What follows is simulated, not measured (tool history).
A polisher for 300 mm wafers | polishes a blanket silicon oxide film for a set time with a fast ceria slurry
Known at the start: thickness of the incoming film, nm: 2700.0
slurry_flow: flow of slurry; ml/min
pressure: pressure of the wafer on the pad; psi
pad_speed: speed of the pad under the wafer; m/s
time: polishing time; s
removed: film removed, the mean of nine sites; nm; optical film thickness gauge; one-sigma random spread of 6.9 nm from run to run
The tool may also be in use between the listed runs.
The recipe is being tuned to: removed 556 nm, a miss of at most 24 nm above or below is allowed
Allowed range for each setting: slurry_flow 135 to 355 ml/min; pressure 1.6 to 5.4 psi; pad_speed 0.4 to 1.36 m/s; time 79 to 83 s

run 1 hour=0 | slurry_flow=225 pressure=3.5 pad_speed=0.88 time=79 | removed=1129.4
run 2 hour=1.1 | slurry_flow=225 pressure=3.5 pad_speed=0.88 time=83 | removed=1186.3
run 3 hour=7.4 | slurry_flow=225 pressure=3 pad_speed=0.84 time=83 | removed=961.53
run 4 hour=14.1 | slurry_flow=225 pressure=3 pad_speed=0.84 time=79 | removed=916.1
run 5 hour=18.1 | slurry_flow=225 pressure=2.6 pad_speed=0.82 time=79 | removed=792.73
run 6 hour=24.1 | slurry_flow=225 pressure=2.3 pad_speed=0.8 time=79 | removed=667.58
run 7 hour=32 | slurry_flow=225 pressure=2.2 pad_speed=0.8 time=79 | removed=645.74
run 8 hour=38.4 | slurry_flow=225 pressure=2.1 pad_speed=0.8 time=79 | removed=626.94
run 9 hour=43.9 | slurry_flow=225 pressure=2 pad_speed=0.8 time=79 | removed=594.63
run 10 hour=49.6 | slurry_flow=225 pressure=2 pad_speed=0.8 time=79 | removed=613.23

Pick the move, out of 4, that brings all results within their allowed miss; only one does.
run A hour=55.3 | slurry_flow=255 pressure=2.2 pad_speed=0.7 time=83 | removed=?
run B hour=55.3 | slurry_flow=190 pressure=2.7 pad_speed=0.72 time=83 | removed=?
run C hour=55.3 | slurry_flow=305 pressure=1.6 pad_speed=0.88 time=80 | removed=?
run D hour=55.3 | slurry_flow=245 pressure=2.3 pad_speed=0.8 time=80 | removed=?

move=A removed=612.9
move=B removed=736.27
move=C removed=555.58
move=D removed=697.84
A: as far off as the last run
B: its largest miss is bigger than the last run's
C: meets every target
D: its largest miss is bigger than the last run's
Go with C: it meets all targets.
